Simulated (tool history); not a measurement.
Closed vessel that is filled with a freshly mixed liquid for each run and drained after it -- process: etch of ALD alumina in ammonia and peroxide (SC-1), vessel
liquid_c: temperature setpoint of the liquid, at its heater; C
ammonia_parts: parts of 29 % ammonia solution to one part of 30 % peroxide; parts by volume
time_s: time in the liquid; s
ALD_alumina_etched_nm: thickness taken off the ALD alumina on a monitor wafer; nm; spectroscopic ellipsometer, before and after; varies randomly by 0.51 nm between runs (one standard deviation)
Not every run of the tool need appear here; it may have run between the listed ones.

Run 1, hour 0: liquid_c 55 C, ammonia_parts 0.55 parts by volume, time_s 940 s. Result: ALD_alumina_etched_nm 65.162 nm.
Run 2, hour 8.2: liquid_c 55.5 C, ammonia_parts 0.55 parts by volume, time_s 940 s. Result: ALD_alumina_etched_nm 67.563 nm.
Run 3, hour 12.8: liquid_c 55.5 C, ammonia_parts 0.55 parts by volume, time_s 940 s. Result: ALD_alumina_etched_nm 67.266 nm.
Run 4, hour 20.9: liquid_c 52.5 C, ammonia_parts 0.55 parts by volume, time_s 940 s. Result: ALD_alumina_etched_nm 57.407 nm.
Run 5, hour 26.1: liquid_c 53.5 C, ammonia_parts 0.55 parts by volume, time_s 940 s. Result: ALD_alumina_etched_nm 60.892 nm.
Run 6, hour 34.1: liquid_c 53.5 C, ammonia_parts 0.55 parts by volume, time_s 940 s. Result: ALD_alumina_etched_nm 60.616 nm.
Run 7, hour 41: liquid_c 54.5 C, ammonia_parts 0.55 parts by volume, time_s 940 s. Result: ALD_alumina_etched_nm 63.472 nm.
Run 8, hour 49.4: liquid_c 55 C, ammonia_parts 0.55 parts by volume, time_s 940 s. Result: ALD_alumina_etched_nm 65.374 nm.
Run 9, hour 54.7: liquid_c 55.5 C, ammonia_parts 0.55 parts by volume, time_s 940 s. Result: ALD_alumina_etched_nm 67.147 nm.
Run 10, hour 62.8: liquid_c 56 C, ammonia_parts 0.55 parts by volume, time_s 940 s. Result: ALD_alumina_etched_nm 69.363 nm.

Predict the results of run 11:
Run 11, hour 71.9: liquid_c 56.5 C, ammonia_parts 0.55 parts by volume, time_s 940 s. Result: ALD_alumina_etched_nm ?.

{"run 11": {"ALD_alumina_etched_nm": 71.095}}

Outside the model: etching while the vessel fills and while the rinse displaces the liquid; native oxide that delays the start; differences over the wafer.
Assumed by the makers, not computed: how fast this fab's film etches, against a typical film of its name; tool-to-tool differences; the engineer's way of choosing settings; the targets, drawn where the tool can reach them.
